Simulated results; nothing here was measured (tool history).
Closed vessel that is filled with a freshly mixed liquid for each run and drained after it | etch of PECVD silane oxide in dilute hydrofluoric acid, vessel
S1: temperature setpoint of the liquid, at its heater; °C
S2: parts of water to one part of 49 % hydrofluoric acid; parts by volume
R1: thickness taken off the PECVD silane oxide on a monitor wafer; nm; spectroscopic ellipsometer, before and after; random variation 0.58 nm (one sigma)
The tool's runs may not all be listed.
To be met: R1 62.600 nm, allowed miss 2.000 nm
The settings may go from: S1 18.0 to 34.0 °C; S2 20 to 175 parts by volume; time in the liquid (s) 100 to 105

run 1 day=0.000 | S1=26.0 S2=95 time_in_the_liquid_(s)=100 | R1=41.422
run 2 day=0.075 | S1=27.0 S2=95 time_in_the_liquid_(s)=100 | R1=42.989
run 3 day=0.171 | S1=27.5 S2=95 time_in_the_liquid_(s)=100 | R1=44.378
run 4 day=0.404 | S1=28.0 S2=95 time_in_the_liquid_(s)=100 | R1=45.297
run 5 day=0.788 | S1=28.0 S2=60 time_in_the_liquid_(s)=100 | R1=74.967
run 6 day=0.917 | S1=28.0 S2=85 time_in_the_liquid_(s)=100 | R1=51.194
run 7 day=1.183 | S1=28.5 S2=85 time_in_the_liquid_(s)=100 | R1=51.417
run 8 day=1.483 | S1=29.0 S2=85 time_in_the_liquid_(s)=100 | R1=53.133
run 9 day=1.562 | S1=29.0 S2=85 time_in_the_liquid_(s)=100 | R1=52.798
run 10 day=1.733 | S1=29.5 S2=85 time_in_the_liquid_(s)=100 | R1=54.288
run 11 day=1.971 | S1=30.0 S2=85 time_in_the_liquid_(s)=100 | R1=55.108
run 12 day=2.062 | S1=30.5 S2=85 time_in_the_liquid_(s)=100 | R1=56.276
run 13 day=2.329 | S1=31.0 S2=85 time_in_the_liquid_(s)=100 | R1=57.370
run 14 day=2.483 | S1=32.0 S2=85 time_in_the_liquid_(s)=100 | R1=59.068

Which of these 5 next moves meets every target?
run A day=2.638 | S1=30.0 S2=75 time_in_the_liquid_(s)=105 | R1=?
run B day=2.638 | S1=33.5 S2=80 time_in_the_liquid_(s)=100 | R1=?
run C day=2.638 | S1=31.5 S2=80 time_in_the_liquid_(s)=100 | R1=?
run D day=2.638 | S1=29.5 S2=70 time_in_the_liquid_(s)=100 | R1=?
run E day=2.638 | S1=33.5 S2=85 time_in_the_liquid_(s)=105 | R1=?

move=A R1=67.132
move=B R1=67.866
move=C R1=62.983
move=D R1=67.693
move=E R1=66.540
A: takes the result that was furthest off past its target
B: takes the result that was furthest off past its target
C: meets every target
D: takes the result that was furthest off past its target
E: takes the result that was furthest off past its target
The right move is C.
